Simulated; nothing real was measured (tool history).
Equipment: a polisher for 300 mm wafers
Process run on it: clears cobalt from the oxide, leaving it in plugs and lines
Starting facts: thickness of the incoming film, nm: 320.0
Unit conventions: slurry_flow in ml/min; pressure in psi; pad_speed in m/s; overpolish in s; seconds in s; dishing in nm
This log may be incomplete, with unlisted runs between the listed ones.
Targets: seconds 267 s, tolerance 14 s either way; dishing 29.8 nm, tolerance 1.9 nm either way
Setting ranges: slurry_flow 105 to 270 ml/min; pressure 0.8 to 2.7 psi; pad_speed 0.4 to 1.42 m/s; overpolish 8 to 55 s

run  hour  slurry_flow  pressure  pad_speed  overpolish  seconds  dishing
  1     0          175       1.7        0.9          28   86.828   49.912
  2   2.7          175       1.9        0.9          28   80.014   51.577
  3     6          215       1.9        0.9          28   77.055   53.331
  4  14.7          190       1.7        0.8          28   99.024   47.349
  5  23.7          190       2.1        0.8          28   81.135   51.995
  6  31.8          180       1.8       0.72          28   104.01   46.084
  7  33.2          165       1.6       0.66          28   131.89   41.797
  8  36.9          165       1.6       0.66          28   129.13   41.068
  9  43.6          155       1.1        0.4          28   301.56   23.037
 10    48          155       1.1        0.4          30   300.24   23.734
 11  53.7          155       1.1        0.4          32   308.85   25.967
 12  60.9          155       1.2        0.4          33   275.19   27.814

Consider the 4 candidate settings below. Which is the only one whose results all fall within their allowed miss of target?
  A  68.1          125       1.1        0.4          35        ?        ?
  B  68.1          130       1.2       0.44          35        ?        ?
  C  68.1          145       1.1        0.4          40        ?        ?
  D  68.1          105       1.4        0.4          30        ?        ?

move  seconds  dishing
   A   320.15   26.769
   B   266.93   30.639
   C   309.82   30.379
   D   266.15   27.319
A: further off than the last run
B: each result inside its tolerance
C: puts the biggest miss on target and leaves a different result outside tolerance
D: further off than the last run
Answer: B
